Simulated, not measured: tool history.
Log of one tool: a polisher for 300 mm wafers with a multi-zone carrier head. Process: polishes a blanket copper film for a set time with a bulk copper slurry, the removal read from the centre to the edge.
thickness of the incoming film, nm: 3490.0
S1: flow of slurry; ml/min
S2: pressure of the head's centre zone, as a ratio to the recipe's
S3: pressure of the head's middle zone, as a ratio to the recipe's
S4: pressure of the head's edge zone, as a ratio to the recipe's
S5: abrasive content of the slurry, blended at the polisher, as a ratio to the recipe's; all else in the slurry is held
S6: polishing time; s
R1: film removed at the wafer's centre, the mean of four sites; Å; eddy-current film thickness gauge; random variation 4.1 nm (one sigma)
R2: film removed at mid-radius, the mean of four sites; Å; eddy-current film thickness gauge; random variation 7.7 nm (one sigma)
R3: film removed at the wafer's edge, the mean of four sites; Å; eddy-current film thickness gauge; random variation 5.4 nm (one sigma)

run	hour	S1	S2	S3	S4	S5	S6	R1	R2	R3
1	0	170	1	1	1	1	87	5068.8	5032.2	4811.6
2	6.1	170	1	1	1.04	1	87	5133.7	4996.4	4955.5
3	8.6	165	0.98	1.02	1.02	1	87	4842.9	5096.8	4975.1
4	11.1	165	0.98	1.02	1.08	1	87	4932.5	5070	5169.6
5	19.6	165	0.98	1.02	1.08	1	96	5454.9	5613.5	5552.9
6	28.6	160	0.97	1.03	1.04	0.95	96	5243.4	5637	5461.6
7	36.4	160	0.96	1.03	1.01	0.9	95	5062.3	5501.9	5196.4

Run 8 comes next. What will it give?
8	40.6	155	0.95	1.03	0.98	0.85	95	?	?	?

{"run 8": {"R1": 4962.4, "R2": 5346.8, "R3": 5016.8}}

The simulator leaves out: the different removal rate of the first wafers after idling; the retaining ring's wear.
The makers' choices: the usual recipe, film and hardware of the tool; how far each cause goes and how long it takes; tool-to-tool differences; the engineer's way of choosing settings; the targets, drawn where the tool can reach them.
